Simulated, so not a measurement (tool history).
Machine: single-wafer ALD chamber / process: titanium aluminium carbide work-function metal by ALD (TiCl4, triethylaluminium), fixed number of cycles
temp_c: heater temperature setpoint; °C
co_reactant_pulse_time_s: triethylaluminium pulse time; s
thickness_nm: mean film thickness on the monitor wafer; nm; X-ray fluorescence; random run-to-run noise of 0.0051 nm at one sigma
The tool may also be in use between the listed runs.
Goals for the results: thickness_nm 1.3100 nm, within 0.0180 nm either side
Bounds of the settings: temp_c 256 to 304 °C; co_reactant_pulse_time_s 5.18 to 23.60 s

run  hour  temp_c  co_reactant_pulse_time_s  thickness_nm
  1   0.0     280                     14.39        1.8114
  2   5.4     272                     11.42        1.6975
  3  13.8     282                     11.42        1.7869
  4  17.1     274                      9.40        1.6111
  5  19.2     268                      8.04        1.3942
  6  23.5     266                      8.02        1.3787
  7  26.6     265                      8.00        1.3721
  8  30.8     264                      7.98        1.3643
  9  32.7     263                      7.96        1.3471
 10  36.7     262                      7.95        1.3478
 11  39.6     261                      7.94        1.3379
 12  41.5     256                      7.55        1.2275
 13  44.3     258                      7.57        1.2444
 14  49.4     259                      7.59        1.2599
 15  57.1     260                      7.60        1.2718
 16  59.7     267                      8.12        1.4036

Which of these 4 next moves meets every target?
  A  62.3     270                      7.33             ?
  B  62.3     261                      9.75             ?
  C  62.3     263                      7.50             ?
  D  62.3     273                      7.40             ?

move  thickness_nm
   A        1.2638
   B        1.5276
   C        1.2589
   D        1.2991
A: takes the result that was furthest off past its target
B: the biggest miss grows against the last run
C: takes the result that was furthest off past its target
D: hits every target within its allowed miss
The right move is D.
